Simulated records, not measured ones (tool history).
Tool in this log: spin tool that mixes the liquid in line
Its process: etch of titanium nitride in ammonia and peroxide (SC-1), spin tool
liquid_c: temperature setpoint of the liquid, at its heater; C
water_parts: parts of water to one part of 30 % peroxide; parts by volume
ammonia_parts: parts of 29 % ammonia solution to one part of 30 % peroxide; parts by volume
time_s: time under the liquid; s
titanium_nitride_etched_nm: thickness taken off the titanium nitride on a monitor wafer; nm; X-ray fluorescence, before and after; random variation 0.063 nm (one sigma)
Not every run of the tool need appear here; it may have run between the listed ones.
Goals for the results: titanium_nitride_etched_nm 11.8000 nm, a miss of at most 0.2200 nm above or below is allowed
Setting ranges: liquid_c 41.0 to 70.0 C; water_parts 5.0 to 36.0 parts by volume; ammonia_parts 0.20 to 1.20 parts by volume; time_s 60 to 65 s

run 1 hour=0.0 | liquid_c=57.0 water_parts=20.0 ammonia_parts=0.70 time_s=60 | titanium_nitride_etched_nm=7.0065
run 2 hour=4.6 | liquid_c=58.5 water_parts=20.0 ammonia_parts=0.70 time_s=60 | titanium_nitride_etched_nm=7.7205
run 3 hour=8.5 | liquid_c=60.0 water_parts=20.0 ammonia_parts=0.70 time_s=60 | titanium_nitride_etched_nm=8.5689
run 4 hour=13.7 | liquid_c=60.0 water_parts=20.0 ammonia_parts=0.70 time_s=65 | titanium_nitride_etched_nm=9.3467
run 5 hour=18.3 | liquid_c=60.0 water_parts=15.5 ammonia_parts=0.70 time_s=65 | titanium_nitride_etched_nm=10.6220
run 6 hour=21.6 | liquid_c=60.0 water_parts=21.5 ammonia_parts=0.70 time_s=65 | titanium_nitride_etched_nm=8.9053
run 7 hour=22.8 | liquid_c=61.0 water_parts=21.5 ammonia_parts=0.70 time_s=65 | titanium_nitride_etched_nm=9.5609
run 8 hour=26.3 | liquid_c=61.5 water_parts=21.5 ammonia_parts=0.70 time_s=65 | titanium_nitride_etched_nm=9.7894

Which one of the following 4 next-run settings gets every result inside its allowed miss? There is exactly one.
run A hour=29.8 | liquid_c=66.0 water_parts=19.5 ammonia_parts=0.65 time_s=60 | titanium_nitride_etched_nm=?
run B hour=29.8 | liquid_c=59.0 water_parts=26.0 ammonia_parts=0.80 time_s=60 | titanium_nitride_etched_nm=?
run C hour=29.8 | liquid_c=63.0 water_parts=18.0 ammonia_parts=0.85 time_s=65 | titanium_nitride_etched_nm=?
run D hour=29.8 | liquid_c=62.5 water_parts=17.5 ammonia_parts=0.75 time_s=65 | titanium_nitride_etched_nm=?

move=A titanium_nitride_etched_nm=12.6440
move=B titanium_nitride_etched_nm=7.1172
move=C titanium_nitride_etched_nm=12.3970
move=D titanium_nitride_etched_nm=11.9240
A: the result that was furthest off in the last run now lies on the other side of its target
B: further off than the last run
C: the result that was furthest off in the last run now lies on the other side of its target
D: meets every target
So the answer is move D, the one that meets all the targets.

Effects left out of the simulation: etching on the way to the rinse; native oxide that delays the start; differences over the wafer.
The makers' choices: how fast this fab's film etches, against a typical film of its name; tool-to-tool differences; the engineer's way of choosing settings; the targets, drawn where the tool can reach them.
